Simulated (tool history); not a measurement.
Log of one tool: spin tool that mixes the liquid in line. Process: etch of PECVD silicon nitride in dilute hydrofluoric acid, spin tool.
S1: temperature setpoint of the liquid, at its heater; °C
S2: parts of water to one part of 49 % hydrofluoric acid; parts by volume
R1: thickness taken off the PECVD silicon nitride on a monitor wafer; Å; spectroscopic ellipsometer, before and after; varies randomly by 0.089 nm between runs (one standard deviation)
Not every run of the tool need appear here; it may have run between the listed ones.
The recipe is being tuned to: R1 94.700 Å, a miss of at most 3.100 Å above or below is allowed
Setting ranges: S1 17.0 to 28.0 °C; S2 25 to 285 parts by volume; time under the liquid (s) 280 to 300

Run 1, hour 0.0: S1 20.0 °C, S2 155 parts by volume, time under the liquid (s) 280. Result: R1 47.087 Å.
Run 2, hour 3.4: S1 21.5 °C, S2 150 parts by volume, time under the liquid (s) 280. Result: R1 53.392 Å.
Run 3, hour 4.5: S1 22.5 °C, S2 145 parts by volume, time under the liquid (s) 280. Result: R1 59.368 Å.
Run 4, hour 7.5: S1 23.5 °C, S2 140 parts by volume, time under the liquid (s) 280. Result: R1 66.455 Å.
Run 5, hour 11.3: S1 22.0 °C, S2 140 parts by volume, time under the liquid (s) 280. Result: R1 59.014 Å.
Run 6, hour 16.8: S1 25.0 °C, S2 140 parts by volume, time under the liquid (s) 280. Result: R1 71.880 Å.
Run 7, hour 24.4: S1 25.5 °C, S2 135 parts by volume, time under the liquid (s) 280. Result: R1 77.200 Å.
Run 8, hour 30.9: S1 25.5 °C, S2 135 parts by volume, time under the liquid (s) 280. Result: R1 77.274 Å.
Run 9, hour 34.2: S1 26.0 °C, S2 135 parts by volume, time under the liquid (s) 280. Result: R1 78.878 Å.

Which of these 5 next moves meets every target?
Run A, hour 37.5: S1 26.0 °C, S2 115 parts by volume, time under the liquid (s) 300. Result: R1 ?.
Run B, hour 37.5: S1 24.0 °C, S2 90 parts by volume, time under the liquid (s) 280. Result: R1 ?.
Run C, hour 37.5: S1 22.5 °C, S2 135 parts by volume, time under the liquid (s) 285. Result: R1 ?.
Run D, hour 37.5: S1 22.0 °C, S2 120 parts by volume, time under the liquid (s) 280. Result: R1 ?.
Run E, hour 37.5: S1 22.0 °C, S2 90 parts by volume, time under the liquid (s) 290. Result: R1 ?.

move       R1
   A  100.660
   B  105.100
   C   64.983
   D   69.346
   E   95.256
A: the result that was furthest off in the last run now lies on the other side of its target
B: the result that was furthest off in the last run now lies on the other side of its target
C: its largest miss is bigger than the last run's
D: its largest miss is bigger than the last run's
E: every result within its allowed miss
Correct choice: E, which meets every target
